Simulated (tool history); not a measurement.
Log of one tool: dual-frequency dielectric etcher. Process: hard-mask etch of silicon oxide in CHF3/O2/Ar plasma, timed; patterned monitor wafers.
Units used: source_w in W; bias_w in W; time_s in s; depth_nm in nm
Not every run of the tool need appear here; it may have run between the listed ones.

run,day,source_w,bias_w,time_s,depth_nm
1,0.000,610,180,25,49.518
2,0.212,630,181,25,50.156
3,0.362,560,181,25,48.032
4,0.454,560,181,26,50.306
5,0.804,560,181,26,50.083
6,0.988,580,182,26,51.119
7,1.238,600,183,26,51.176
8,1.538,600,183,26,51.461
9,1.725,620,184,26,51.878
10,1.862,640,186,26,52.979
11,2.025,640,186,26,52.522
12,2.258,660,188,26,54.007
13,2.546,670,188,26,53.803
14,2.696,680,189,26,53.609

Run 15 has not been measured yet. What should we expect?
15,3.071,690,190,26,?

{"run 15": {"depth_nm": 54.472}}
